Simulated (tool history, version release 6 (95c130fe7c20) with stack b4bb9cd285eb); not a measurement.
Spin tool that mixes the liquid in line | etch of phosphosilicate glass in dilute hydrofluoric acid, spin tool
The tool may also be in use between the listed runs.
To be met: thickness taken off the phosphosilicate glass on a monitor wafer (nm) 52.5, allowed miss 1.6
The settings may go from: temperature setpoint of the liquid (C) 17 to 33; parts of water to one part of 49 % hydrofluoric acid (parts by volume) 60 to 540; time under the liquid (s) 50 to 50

| run | hour | temperature setpoint of the liquid (C) | parts of water to one part of 49 % hydrofluoric acid (parts by volume) | time under the liquid (s) | thickness taken off the phosphosilicate glass on a monitor wafer (nm) |
|---|---|---|---|---|---|
| 1 | 0 | 25 | 300 | 50 | 27.401 |
| 2 | 6.4 | 25 | 300 | 50 | 27.119 |
| 3 | 8.3 | 26.5 | 280 | 50 | 31.262 |
| 4 | 12.6 | 26.5 | 330 | 50 | 24.852 |
| 5 | 18.6 | 28.5 | 330 | 50 | 26.979 |
| 6 | 26.3 | 30.5 | 330 | 50 | 28.251 |
|  | 28.7 | thermometer replaced |
| 7 | 28.7 | 31 | 305 | 50 | 30.218 |
| 8 | 31.8 | 31.5 | 275 | 50 | 34.832 |
| 9 | 34.1 | 32 | 255 | 50 | 38.865 |
| 10 | 35 | 33 | 185 | 50 | 61.055 |
| 11 | 38.8 | 32 | 185 | 50 | 58.811 |
| 12 | 40.3 | 31 | 185 | 50 | 56.923 |
| 13 | 45.6 | 30.5 | 185 | 50 | 55.695 |
| 14 | 50.7 | 30 | 185 | 50 | 55.223 |

Which of these 5 next moves meets every target?
| A | 55.8 | 33 | 195 | 50 | ? |
| B | 55.8 | 30.5 | 185 | 50 | ? |
| C | 55.8 | 32 | 190 | 50 | ? |
| D | 55.8 | 29.5 | 190 | 50 | ? |
| E | 55.8 | 32.5 | 190 | 50 | ? |

| move | thickness taken off the phosphosilicate glass on a monitor wafer (nm) |
|---|---|
| A | 57.314 |
| B | 56.188 |
| C | 57.24 |
| D | 52.505 |
| E | 58.22 |
A: further off than the last run
B: further off than the last run
C: further off than the last run
D: meets every target
E: further off than the last run
Move D is the one to make.

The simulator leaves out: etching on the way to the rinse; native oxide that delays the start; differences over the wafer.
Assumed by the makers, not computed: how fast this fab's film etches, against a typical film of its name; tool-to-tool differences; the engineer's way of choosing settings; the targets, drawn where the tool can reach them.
